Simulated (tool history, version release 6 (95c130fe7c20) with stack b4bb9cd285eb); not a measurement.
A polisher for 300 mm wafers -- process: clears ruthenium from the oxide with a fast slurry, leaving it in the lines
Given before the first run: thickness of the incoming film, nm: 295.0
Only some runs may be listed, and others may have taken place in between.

run	hour	flow of slurry (ml/min)	pressure of the wafer on the pad (kPa)	speed of the pad under the wafer (cm/s)	abrasive content of the slurry	overpolish time after the end point (s)	time until the end point was called (s)	dishing of a wide line in a test structure (angstrom)
1	0.0	220	13.1	96	1.00	13	120.76	227.470
2	4.0	220	11.7	88	1.00	12	149.14	193.280
3	8.0	220	10.3	84	1.00	11	180.49	149.360
4	9.5	220	9.7	82	1.00	11	198.82	139.820
5	11.5	220	9.7	94	1.00	11	174.37	154.020
# hour 15.8: slurry blender recalibrated
6	15.8	170	9.7	94	1.00	11	152.68	183.040
7	21.0	200	9.0	92	1.00	12	163.09	180.210
8	22.8	220	8.3	88	1.00	12	183.95	155.650
9	30.8	235	6.2	60	0.95	13	356.91	93.108
10	35.1	230	6.9	60	0.95	13	309.98	105.190

Predict the results of run 11:
11	36.8	225	6.9	60	0.95	13	?	?

Run 11 yielded time until the end point was called (s) 312.93, dishing of a wide line in a test structure (angstrom) 103.860.
